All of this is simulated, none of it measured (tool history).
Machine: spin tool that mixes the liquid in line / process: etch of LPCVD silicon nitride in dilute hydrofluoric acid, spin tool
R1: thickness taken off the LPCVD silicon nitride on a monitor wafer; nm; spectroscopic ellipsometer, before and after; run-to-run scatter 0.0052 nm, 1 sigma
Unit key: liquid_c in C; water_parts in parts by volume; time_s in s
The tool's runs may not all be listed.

{"run": 1, "hour": 0.0, "liquid_c": 24.0, "water_parts": 95, "time_s": 60, "R1": 0.28873}
{"run": 2, "hour": 8.8, "liquid_c": 23.5, "water_parts": 100, "time_s": 60, "R1": 0.28286}
{"run": 3, "hour": 12.5, "liquid_c": 23.5, "water_parts": 100, "time_s": 60, "R1": 0.27267}
{"run": 4, "hour": 20.0, "liquid_c": 27.0, "water_parts": 100, "time_s": 60, "R1": 0.34169}
{"run": 5, "hour": 26.5, "liquid_c": 26.0, "water_parts": 105, "time_s": 60, "R1": 0.32061}
{"run": 6, "hour": 33.4, "liquid_c": 27.5, "water_parts": 105, "time_s": 60, "R1": 0.36642}
{"run": 7, "hour": 34.7, "liquid_c": 26.5, "water_parts": 110, "time_s": 60, "R1": 0.3088}
{"run": 8, "hour": 35.3, "liquid_c": 25.5, "water_parts": 115, "time_s": 60, "R1": 0.27945}
{"run": 9, "hour": 37.8, "liquid_c": 24.5, "water_parts": 120, "time_s": 60, "R1": 0.26215}

Predict the results of run 10:
{"hour": 44.5, "done": "hydrofluoric acid flow meter replaced"}
{"run": 10, "hour": 44.5, "liquid_c": 24.0, "water_parts": 125, "time_s": 60, "R1": "?"}

{"run 10": {"R1": 0.21434}}
